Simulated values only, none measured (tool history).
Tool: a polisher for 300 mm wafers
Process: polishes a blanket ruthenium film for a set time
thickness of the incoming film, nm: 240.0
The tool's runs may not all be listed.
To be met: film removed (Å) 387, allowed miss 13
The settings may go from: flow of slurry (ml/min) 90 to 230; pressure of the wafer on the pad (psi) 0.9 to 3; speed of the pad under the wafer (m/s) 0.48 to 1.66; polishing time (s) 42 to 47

| run | hour | flow of slurry (ml/min) | pressure of the wafer on the pad (psi) | speed of the pad under the wafer (m/s) | polishing time (s) | film removed (Å) |
|---|---|---|---|---|---|---|
| 1 | 0 | 150 | 1.9 | 1.06 | 47 | 495.77 |
| 2 | 8.8 | 145 | 1.8 | 1.06 | 47 | 459.79 |
| 3 | 12.4 | 140 | 1.8 | 1.06 | 47 | 457.14 |
| 4 | 20.7 | 140 | 1.6 | 1.06 | 47 | 415.2 |
| 5 | 28.7 | 135 | 1.6 | 1.06 | 47 | 412.42 |
| 6 | 30 | 135 | 1.1 | 1.06 | 47 | 281.82 |
| 7 | 35.1 | 135 | 1.2 | 1.06 | 47 | 313.16 |
| 8 | 36.1 | 135 | 1.3 | 1.06 | 47 | 334.59 |
| 9 | 41.4 | 135 | 1.4 | 1.06 | 47 | 363.36 |

Which of these 4 next moves meets every target?
| A | 46.7 | 130 | 1.7 | 1 | 42 | ? |
| B | 46.7 | 155 | 1.3 | 1.2 | 47 | ? |
| C | 46.7 | 105 | 1.2 | 1.34 | 47 | ? |
| D | 46.7 | 120 | 1.4 | 1.1 | 47 | ? |

| move | film removed (Å) |
|---|---|
| A | 363.96 |
| B | 389.32 |
| C | 366.96 |
| D | 363.61 |
A: as far off as the last run
B: meets every target
C: nearer than the last run, and not there yet
D: as far off as the last run
The right move is B.

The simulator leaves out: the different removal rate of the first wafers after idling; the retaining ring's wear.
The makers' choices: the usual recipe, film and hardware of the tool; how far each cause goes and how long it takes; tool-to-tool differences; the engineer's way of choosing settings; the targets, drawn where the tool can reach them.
